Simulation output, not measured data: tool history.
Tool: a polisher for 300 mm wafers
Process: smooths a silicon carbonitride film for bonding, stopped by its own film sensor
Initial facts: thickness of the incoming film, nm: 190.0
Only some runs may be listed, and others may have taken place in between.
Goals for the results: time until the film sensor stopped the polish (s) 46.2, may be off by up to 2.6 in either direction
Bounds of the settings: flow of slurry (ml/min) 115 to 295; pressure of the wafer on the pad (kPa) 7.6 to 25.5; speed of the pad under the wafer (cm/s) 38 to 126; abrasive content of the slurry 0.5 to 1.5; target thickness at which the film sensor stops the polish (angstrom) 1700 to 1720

run,hour,flow of slurry (ml/min),pressure of the wafer on the pad (kPa),speed of the pad under the wafer (cm/s),abrasive content of the slurry,target thickness at which the film sensor stops the polish (angstrom),time until the film sensor stopped the polish (s)
1,0,190,16.5,82,1,1700,72.317
2,2.7,190,16.5,82,1.1,1700,68.373
3,7.4,145,16.5,82,1.1,1700,73.407
4,11.2,145,16.5,82,1.1,1720,65.979
5,14.1,145,16.5,82,1.1,1700,75.195
6,18.8,145,16.5,82,0.95,1700,76.968
7,21.7,150,18.6,84,0.95,1700,68.384
8,22.4,155,20,86,0.95,1700,61.12
9,25.2,160,20.7,86,0.95,1700,60.587
10,32.8,160,22.1,88,0.95,1700,53.713

Pick the move, out of 5, that brings all results within their allowed miss; only one does.
A,40.4,205,22.1,76,0.9,1700,?
B,40.4,120,22.1,98,0.9,1710,?
C,40.4,155,21.4,80,0.95,1710,?
D,40.4,170,21.4,98,0.9,1720,?
E,40.4,195,17.9,74,1.05,1700,?

move,time until the film sensor stopped the polish (s)
A,60.98
B,52.469
C,58.547
D,47.51
E,71.11
A: its largest miss is bigger than the last run's
B: nearer the targets than the last run, but a result is still out of spec
C: its largest miss is bigger than the last run's
D: all results land within tolerance of their targets
E: its largest miss is bigger than the last run's
The right move is D.
